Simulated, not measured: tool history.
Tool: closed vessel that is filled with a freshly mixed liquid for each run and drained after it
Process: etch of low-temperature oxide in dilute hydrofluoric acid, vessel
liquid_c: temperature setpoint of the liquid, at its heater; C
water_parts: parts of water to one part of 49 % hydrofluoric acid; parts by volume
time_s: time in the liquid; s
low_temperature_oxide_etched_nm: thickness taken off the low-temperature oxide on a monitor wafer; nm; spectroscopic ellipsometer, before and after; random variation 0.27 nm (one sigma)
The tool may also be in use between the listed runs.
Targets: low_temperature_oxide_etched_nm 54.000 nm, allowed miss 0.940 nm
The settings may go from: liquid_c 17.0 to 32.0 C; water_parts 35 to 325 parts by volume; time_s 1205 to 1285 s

| run | day | liquid_c | water_parts | time_s | low_temperature_oxide_etched_nm |
|---|---|---|---|---|---|
| 1 | 0.000 | 24.0 | 180 | 1205 | 69.135 |
| 2 | 0.112 | 24.0 | 180 | 1205 | 69.149 |
| 3 | 0.158 | 22.5 | 180 | 1205 | 65.184 |
| 4 | 0.446 | 22.5 | 180 | 1285 | 69.792 |
| 5 | 0.675 | 21.5 | 180 | 1285 | 66.731 |
| 6 | 0.704 | 21.5 | 150 | 1285 | 82.559 |
| 7 | 0.946 | 20.5 | 155 | 1285 | 76.679 |
| 8 | 1.300 | 17.0 | 195 | 1285 | 50.333 |
| 9 | 1.483 | 17.5 | 195 | 1285 | 52.078 |

Which of these 5 next moves meets every target?
| A | 1.667 | 17.0 | 175 | 1205 | ? |
| B | 1.667 | 20.0 | 195 | 1260 | ? |
| C | 1.667 | 20.0 | 205 | 1205 | ? |
| D | 1.667 | 18.5 | 205 | 1275 | ? |
| E | 1.667 | 17.5 | 200 | 1285 | ? |

| move | low_temperature_oxide_etched_nm |
|---|---|
| A | 53.897 |
| B | 55.866 |
| C | 50.325 |
| D | 50.236 |
| E | 50.124 |
A: meets every target
B: takes the result that was furthest off past its target
C: further off than the last run
D: further off than the last run
E: further off than the last run
The right move is A.
